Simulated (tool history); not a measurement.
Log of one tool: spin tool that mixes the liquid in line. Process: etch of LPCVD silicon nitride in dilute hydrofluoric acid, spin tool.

| run | hour | temperature setpoint of the liquid (K) | parts of water to one part of 49 % hydrofluoric acid (parts by volume) | time under the liquid (s) | thickness taken off the LPCVD silicon nitride on a monitor wafer (angstrom) |
|---|---|---|---|---|---|
| 1 | 0.0 | 293.15 | 75 | 290 | 12.541 |
| 2 | 3.2 | 295.15 | 75 | 290 | 14.292 |
| 3 | 6.7 | 296.15 | 65 | 295 | 19.018 |
| 4 | 8.6 | 296.15 | 80 | 295 | 15.519 |
| 5 | 15.6 | 297.15 | 70 | 300 | 17.480 |
| 6 | 17.0 | 293.65 | 70 | 300 | 14.148 |
| 7 | 23.2 | 295.15 | 60 | 305 | 18.658 |
| 8 | 29.1 | 296.15 | 55 | 310 | 20.814 |

Run 9 comes next. What will it give?
| 9 | 31.4 | 297.15 | 50 | 310 | ? |

thickness taken off the LPCVD silicon nitride on a monitor wafer (angstrom): 26.360
